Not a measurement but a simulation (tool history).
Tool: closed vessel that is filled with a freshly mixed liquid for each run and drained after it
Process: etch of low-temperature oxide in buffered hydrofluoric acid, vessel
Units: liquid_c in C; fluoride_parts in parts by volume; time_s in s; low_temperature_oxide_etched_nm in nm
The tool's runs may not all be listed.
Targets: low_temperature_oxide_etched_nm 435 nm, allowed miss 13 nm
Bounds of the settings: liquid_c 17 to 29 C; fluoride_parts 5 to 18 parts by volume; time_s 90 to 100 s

run,hour,liquid_c,fluoride_parts,time_s,low_temperature_oxide_etched_nm
1,0,21,11,90,201.77
2,6.1,21,13,90,168.27
3,9.7,22.5,12,90,195.46
4,12.6,24,10.5,90,244.13
5,15.4,24,12,90,215.25
6,22.6,21.5,12,90,188.11
7,28.5,25.5,8.5,90,318.96
8,35.5,26,8,90,348.19
9,40.2,26.5,8,90,363.31
10,41.4,27,8,90,369.79
11,46,27.5,8,90,376.95
12,49.6,27.5,8,90,383.53
13,54,28,8,90,383.97

4 next moves are on the table. One of them brings every result within its allowed miss. Which?
A,58.4,28.5,7,95,?
B,58.4,29,8,100,?
C,58.4,28,7.5,95,?
D,58.4,28,8,95,?

move,low_temperature_oxide_etched_nm
A,494.37
B,462.6
C,446.94
D,416.83
A: takes the result that was furthest off past its target
B: takes the result that was furthest off past its target
C: meets every target
D: nearer than the last run, and not there yet
Answer: C

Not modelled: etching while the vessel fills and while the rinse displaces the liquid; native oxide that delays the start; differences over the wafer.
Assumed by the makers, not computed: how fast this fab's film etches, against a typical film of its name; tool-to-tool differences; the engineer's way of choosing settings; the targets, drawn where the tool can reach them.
